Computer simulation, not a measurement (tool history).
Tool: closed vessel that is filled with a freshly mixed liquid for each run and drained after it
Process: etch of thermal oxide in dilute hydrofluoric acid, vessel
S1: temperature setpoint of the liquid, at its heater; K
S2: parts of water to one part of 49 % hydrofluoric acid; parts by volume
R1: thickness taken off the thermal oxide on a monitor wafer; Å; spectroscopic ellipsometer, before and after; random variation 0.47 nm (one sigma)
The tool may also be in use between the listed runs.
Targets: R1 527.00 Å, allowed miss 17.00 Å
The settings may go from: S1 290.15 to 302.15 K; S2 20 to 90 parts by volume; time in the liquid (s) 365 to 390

{"run": 1, "hour": 0.0, "S1": 294.15, "S2": 50, "time in the liquid (s)": 365, "R1": 322.42}
{"run": 2, "hour": 3.4, "S1": 294.15, "S2": 50, "time in the liquid (s)": 390, "R1": 344.37}
{"run": 3, "hour": 7.4, "S1": 294.15, "S2": 40, "time in the liquid (s)": 390, "R1": 429.04}
{"run": 4, "hour": 10.4, "S1": 295.65, "S2": 40, "time in the liquid (s)": 390, "R1": 463.23}
{"run": 5, "hour": 17.3, "S1": 295.65, "S2": 40, "time in the liquid (s)": 365, "R1": 429.34}
{"run": 6, "hour": 24.6, "S1": 295.65, "S2": 50, "time in the liquid (s)": 365, "R1": 342.09}
{"run": 7, "hour": 33.9, "S1": 297.15, "S2": 50, "time in the liquid (s)": 365, "R1": 357.94}
{"run": 8, "hour": 35.2, "S1": 298.65, "S2": 45, "time in the liquid (s)": 365, "R1": 430.65}
{"run": 9, "hour": 44.0, "S1": 299.65, "S2": 45, "time in the liquid (s)": 365, "R1": 455.12}
{"run": 10, "hour": 44.9, "S1": 300.15, "S2": 45, "time in the liquid (s)": 365, "R1": 459.55}
{"run": 11, "hour": 49.3, "S1": 300.65, "S2": 45, "time in the liquid (s)": 365, "R1": 465.67}
{"run": 12, "hour": 56.5, "S1": 302.15, "S2": 40, "time in the liquid (s)": 365, "R1": 562.25}
{"run": 13, "hour": 64.6, "S1": 301.65, "S2": 40, "time in the liquid (s)": 365, "R1": 555.75}

Which of these 5 next moves meets every target?
{"run": "A", "hour": 72.7, "S1": 301.65, "S2": 45, "time in the liquid (s)": 370, "R1": "?"}
{"run": "B", "hour": 72.7, "S1": 302.15, "S2": 40, "time in the liquid (s)": 365, "R1": "?"}
{"run": "C", "hour": 72.7, "S1": 299.65, "S2": 35, "time in the liquid (s)": 365, "R1": "?"}
{"run": "D", "hour": 72.7, "S1": 300.65, "S2": 40, "time in the liquid (s)": 390, "R1": "?"}
{"run": "E", "hour": 72.7, "S1": 302.15, "S2": 45, "time in the liquid (s)": 380, "R1": "?"}

move=A R1=502.74
move=B R1=573.49
move=C R1=596.84
move=D R1=576.95
move=E R1=526.71
A: takes the result that was furthest off past its target
B: further off than the last run
C: further off than the last run
D: further off than the last run
E: meets every target
Move E is the one to make.

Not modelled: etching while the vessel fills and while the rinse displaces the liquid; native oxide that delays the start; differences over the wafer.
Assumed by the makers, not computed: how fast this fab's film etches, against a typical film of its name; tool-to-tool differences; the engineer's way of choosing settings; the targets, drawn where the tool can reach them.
